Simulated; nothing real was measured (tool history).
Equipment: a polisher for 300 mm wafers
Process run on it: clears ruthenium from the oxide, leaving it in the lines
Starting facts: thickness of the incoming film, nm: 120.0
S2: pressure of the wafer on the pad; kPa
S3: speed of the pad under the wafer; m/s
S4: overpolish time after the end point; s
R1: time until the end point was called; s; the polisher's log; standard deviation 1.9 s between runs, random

Run 1, hour 0.0: flow of slurry (ml/min) 255, S2 15.9 kPa, S3 1.26 m/s, S4 9 s. Result: R1 70.570 s.
Run 2, hour 7.5: flow of slurry (ml/min) 250, S2 13.1 kPa, S3 1.14 m/s, S4 9 s. Result: R1 95.036 s.
Run 3, hour 13.5: flow of slurry (ml/min) 305, S2 13.1 kPa, S3 1.14 m/s, S4 9 s. Result: R1 92.518 s.
Run 4, hour 22.5: flow of slurry (ml/min) 305, S2 11.7 kPa, S3 1.06 m/s, S4 9 s. Result: R1 109.200 s.
Run 5, hour 29.5: flow of slurry (ml/min) 305, S2 9.7 kPa, S3 1.06 m/s, S4 9 s. Result: R1 135.150 s.
Run 6, hour 33.2: flow of slurry (ml/min) 305, S2 9.7 kPa, S3 0.86 m/s, S4 9 s. Result: R1 161.290 s.
Run 7, hour 37.8: flow of slurry (ml/min) 300, S2 9.7 kPa, S3 0.86 m/s, S4 9 s. Result: R1 165.670 s.

Run 8 comes next. What will it give?
Run 8, hour 38.7: flow of slurry (ml/min) 290, S2 9.7 kPa, S3 0.86 m/s, S4 9 s. Result: R1 ?.

Run 8 came out at R1 163.640 s.
